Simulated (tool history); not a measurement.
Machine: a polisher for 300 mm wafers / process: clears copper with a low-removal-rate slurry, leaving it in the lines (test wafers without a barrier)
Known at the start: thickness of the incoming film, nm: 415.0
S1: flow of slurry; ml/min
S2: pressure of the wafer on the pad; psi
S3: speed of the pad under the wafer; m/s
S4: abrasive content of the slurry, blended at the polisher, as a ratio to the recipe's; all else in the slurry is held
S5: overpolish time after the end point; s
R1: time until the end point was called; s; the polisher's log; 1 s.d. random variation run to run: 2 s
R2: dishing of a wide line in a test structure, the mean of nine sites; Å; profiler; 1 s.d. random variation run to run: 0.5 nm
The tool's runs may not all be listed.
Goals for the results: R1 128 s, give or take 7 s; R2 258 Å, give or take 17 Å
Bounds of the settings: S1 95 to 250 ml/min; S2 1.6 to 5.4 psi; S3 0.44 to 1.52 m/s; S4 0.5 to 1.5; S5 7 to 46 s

run	hour	S1	S2	S3	S4	S5	R1	R2
1	0	160	3.5	0.98	1	24	120.24	476.02
2	6.2	160	3.5	0.98	1.15	24	116.36	481.48
3	9.4	160	3.4	0.98	1.15	20	120.84	431.92
4	11	165	3.4	0.98	1.05	17	125.42	377.51
5	15.6	165	4	0.98	1.05	17	108.28	404.04
6	18.6	150	4	0.98	1.05	17	103.96	418.97
7	21.9	155	3.2	0.98	1.05	7	130.31	154.28
8	22.6	155	3.2	0.98	1.05	7	130.24	160.57
9	29.9	165	3.3	0.96	1.05	8	130.07	183.49
10	35.7	175	3.3	0.96	1.05	8	123.49	190.79
11	42.1	180	3.3	0.94	1.05	9	129.74	201.91
12	48.6	190	3.3	0.94	1.05	9	126.75	204.25
13	56.1	185	3.3	0.94	1.05	18	129.11	370.44

4 next moves are on the table. One of them brings every result within its allowed miss. Which?
A	63.6	185	3.2	0.98	0.8	17	?	?
B	63.6	185	3.9	0.72	1.3	10	?	?
C	63.6	235	3.7	0.8	1.15	12	?	?
D	63.6	180	3	1.02	1.05	14	?	?

move	R1	R2
A	134.54	331.63
B	133.81	212.86
C	126.73	261.72
D	128.98	291.54
A: closes in on the targets versus the last run, not all within tolerance yet
B: carries the result that was furthest off beyond its target, to the other side
C: every result lands within tolerance
D: closes in on the targets versus the last run, not all within tolerance yet
The right move is C.

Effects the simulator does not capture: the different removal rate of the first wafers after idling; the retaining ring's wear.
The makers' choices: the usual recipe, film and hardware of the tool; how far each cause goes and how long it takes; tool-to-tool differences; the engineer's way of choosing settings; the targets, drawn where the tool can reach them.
